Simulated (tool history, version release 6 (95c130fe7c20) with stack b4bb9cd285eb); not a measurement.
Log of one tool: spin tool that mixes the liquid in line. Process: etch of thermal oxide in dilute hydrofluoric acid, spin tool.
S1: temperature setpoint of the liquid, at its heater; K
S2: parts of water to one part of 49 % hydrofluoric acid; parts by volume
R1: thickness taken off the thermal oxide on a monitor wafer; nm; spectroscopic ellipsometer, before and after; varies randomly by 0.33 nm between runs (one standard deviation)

{"run": 1, "hour": 0.0, "S1": 298.15, "S2": 60, "time under the liquid (s)": 220, "R1": 18.798}
{"run": 2, "hour": 3.0, "S1": 301.15, "S2": 60, "time under the liquid (s)": 220, "R1": 21.44}
{"run": 3, "hour": 4.6, "S1": 302.15, "S2": 50, "time under the liquid (s)": 225, "R1": 27.9}
{"run": 4, "hour": 13.4, "S1": 303.15, "S2": 45, "time under the liquid (s)": 230, "R1": 32.804}
{"run": 5, "hour": 18.0, "S1": 303.15, "S2": 45, "time under the liquid (s)": 240, "R1": 34.577}
{"run": 6, "hour": 25.0, "S1": 303.15, "S2": 45, "time under the liquid (s)": 240, "R1": 34.597}
{"run": 7, "hour": 28.3, "S1": 303.65, "S2": 40, "time under the liquid (s)": 240, "R1": 39.842}
{"run": 8, "hour": 34.7, "S1": 304.15, "S2": 35, "time under the liquid (s)": 240, "R1": 46.205}
{"run": 9, "hour": 37.3, "S1": 304.65, "S2": 30, "time under the liquid (s)": 240, "R1": 56.318}
{"run": 10, "hour": 44.5, "S1": 305.15, "S2": 30, "time under the liquid (s)": 240, "R1": 57.395}

What does the tool deliver on the next run?
{"run": 11, "hour": 52.5, "S1": 305.65, "S2": 30, "time under the liquid (s)": 240, "R1": "?"}

Run 11 produced R1 57.915 nm.
